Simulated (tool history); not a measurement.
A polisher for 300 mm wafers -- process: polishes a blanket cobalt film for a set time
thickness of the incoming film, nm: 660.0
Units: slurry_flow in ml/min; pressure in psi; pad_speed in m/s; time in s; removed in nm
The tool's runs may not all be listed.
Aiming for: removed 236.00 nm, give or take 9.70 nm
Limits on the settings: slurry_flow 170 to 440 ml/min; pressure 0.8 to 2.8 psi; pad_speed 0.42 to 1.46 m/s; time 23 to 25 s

| run | day | slurry_flow | pressure | pad_speed | time | removed |
|---|---|---|---|---|---|---|
| 1 | 0.000 | 280 | 1.8 | 0.94 | 25 | 127.41 |
| 2 | 0.288 | 280 | 2.0 | 0.96 | 25 | 144.65 |
| 3 | 0.550 | 280 | 2.2 | 0.98 | 25 | 159.95 |
| 4 | 0.833 | 280 | 2.3 | 1.00 | 25 | 167.80 |
| 5 | 1.033 | 280 | 2.4 | 1.02 | 25 | 178.26 |
| 6 | 1.100 | 340 | 2.4 | 1.02 | 25 | 179.85 |
| 7 | 1.233 | 340 | 2.5 | 1.04 | 25 | 196.27 |
| 8 | 1.421 | 340 | 2.6 | 1.06 | 25 | 205.57 |
| 9 | 1.454 | 340 | 2.6 | 1.08 | 25 | 205.65 |
| 10 | 1.812 | 340 | 2.6 | 1.10 | 25 | 209.94 |
| 11 | 1.871 | 340 | 2.7 | 1.12 | 25 | 227.78 |

Exercise: of the 4 proposed moves below, exactly one satisfies all targets within the stated allowed misses. Which move is it?
| A | 1.929 | 285 | 2.7 | 1.10 | 25 | ? |
| B | 1.929 | 320 | 2.8 | 1.08 | 24 | ? |
| C | 1.929 | 275 | 2.8 | 1.16 | 25 | ? |
| D | 1.929 | 295 | 2.7 | 1.12 | 24 | ? |

| move | removed |
|---|---|
| A | 217.84 |
| B | 215.84 |
| C | 235.14 |
| D | 213.05 |
A: further off than the last run
B: further off than the last run
C: hits every target within its allowed miss
D: further off than the last run
Go with C: it meets all targets.

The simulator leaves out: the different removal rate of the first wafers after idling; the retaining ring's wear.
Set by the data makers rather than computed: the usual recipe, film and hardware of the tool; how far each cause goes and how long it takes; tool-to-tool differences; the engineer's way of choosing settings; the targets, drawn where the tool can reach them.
